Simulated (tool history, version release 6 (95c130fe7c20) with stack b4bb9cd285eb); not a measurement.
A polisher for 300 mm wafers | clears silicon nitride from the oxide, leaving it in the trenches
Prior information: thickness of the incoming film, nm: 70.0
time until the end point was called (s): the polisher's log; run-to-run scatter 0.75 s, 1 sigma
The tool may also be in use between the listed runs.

| run | hour | flow of slurry (ml/min) | pressure of the wafer on the pad (kPa) | speed of the pad under the wafer (cm/s) | overpolish time after the end point (s) | time until the end point was called (s) |
|---|---|---|---|---|---|---|
| 1 | 0 | 130 | 20.7 | 102 | 46 | 64.569 |
| 2 | 8.2 | 105 | 20.7 | 102 | 46 | 68.284 |
| 3 | 15.8 | 110 | 22.8 | 104 | 46 | 60.67 |
| 4 | 17.2 | 110 | 25.5 | 104 | 46 | 56.519 |
| 5 | 23.8 | 115 | 26.9 | 106 | 46 | 52.677 |
| 6 | 24.5 | 115 | 28.3 | 108 | 46 | 49.313 |
| 7 | 33.5 | 115 | 29 | 108 | 46 | 49.046 |

Run 8, settings as shown, results not yet in. Your forecast:
| 8 | 39.7 | 115 | 29.6 | 110 | 46 | ? |

{"run 8": {"time until the end point was called (s)": 46.003}}

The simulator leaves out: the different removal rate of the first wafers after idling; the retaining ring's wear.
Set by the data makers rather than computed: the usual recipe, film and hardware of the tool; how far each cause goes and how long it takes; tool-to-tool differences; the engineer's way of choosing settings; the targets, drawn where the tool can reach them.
